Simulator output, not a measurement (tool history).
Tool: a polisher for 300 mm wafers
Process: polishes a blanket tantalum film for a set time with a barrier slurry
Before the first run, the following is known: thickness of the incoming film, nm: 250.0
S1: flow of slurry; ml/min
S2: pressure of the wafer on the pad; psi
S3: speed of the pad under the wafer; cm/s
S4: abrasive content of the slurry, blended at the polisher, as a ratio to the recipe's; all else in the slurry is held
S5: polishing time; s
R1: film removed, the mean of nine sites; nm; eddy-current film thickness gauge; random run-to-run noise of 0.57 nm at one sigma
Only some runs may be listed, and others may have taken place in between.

{"run": 1, "hour": 0.0, "S1": 170, "S2": 2.0, "S3": 96, "S4": 1.0, "S5": 22, "R1": 27.317}
{"run": 2, "hour": 0.8, "S1": 170, "S2": 2.0, "S3": 76, "S4": 1.0, "S5": 22, "R1": 22.49}
{"run": 3, "hour": 7.1, "S1": 170, "S2": 2.0, "S3": 76, "S4": 1.0, "S5": 20, "R1": 20.76}
{"run": 4, "hour": 15.3, "S1": 170, "S2": 2.2, "S3": 80, "S4": 1.0, "S5": 20, "R1": 23.194}
{"run": 5, "hour": 17.5, "S1": 170, "S2": 2.4, "S3": 80, "S4": 1.0, "S5": 20, "R1": 25.655}
{"hour": 25.0, "done": "worn pad replaced by a new one"}
{"run": 6, "hour": 25.0, "S1": 170, "S2": 2.6, "S3": 84, "S4": 1.0, "S5": 20, "R1": 30.386}
{"run": 7, "hour": 32.9, "S1": 170, "S2": 2.7, "S3": 86, "S4": 1.0, "S5": 20, "R1": 32.195}
{"run": 8, "hour": 41.0, "S1": 170, "S2": 2.8, "S3": 88, "S4": 1.0, "S5": 20, "R1": 33.374}

What will run 9 give?
{"run": 9, "hour": 41.5, "S1": 170, "S2": 2.8, "S3": 88, "S4": 1.0, "S5": 20, "R1": "?"}

For run 9 the tool returned R1 33.056 nm.

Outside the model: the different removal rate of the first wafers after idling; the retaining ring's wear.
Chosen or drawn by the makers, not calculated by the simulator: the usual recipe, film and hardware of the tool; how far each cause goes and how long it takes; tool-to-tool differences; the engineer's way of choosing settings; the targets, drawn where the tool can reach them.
